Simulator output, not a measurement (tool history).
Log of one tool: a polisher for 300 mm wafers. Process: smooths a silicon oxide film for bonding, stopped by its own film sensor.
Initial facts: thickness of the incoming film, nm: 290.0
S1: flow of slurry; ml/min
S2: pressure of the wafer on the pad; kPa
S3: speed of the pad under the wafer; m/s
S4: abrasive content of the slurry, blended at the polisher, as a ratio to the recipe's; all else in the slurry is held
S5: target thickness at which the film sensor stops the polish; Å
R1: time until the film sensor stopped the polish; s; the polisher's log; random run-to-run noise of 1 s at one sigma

run,hour,S1,S2,S3,S4,S5,R1
1,0,265,16.5,1.1,1,2030,92.882
2,8.9,265,16.5,1.1,1,1990,97.689
3,15.5,265,13.8,1.1,1,1990,112.96
4,16.4,265,13.8,1.1,0.8,1990,131.07
5,20.6,265,14.5,1.1,0.8,1990,126.58
6,23,265,15.2,1.1,0.8,1990,120.75

Estimate the outcome of run 7 from the log above:
7,31.3,265,15.9,1.1,0.8,1990,?

R1: 118.91 s
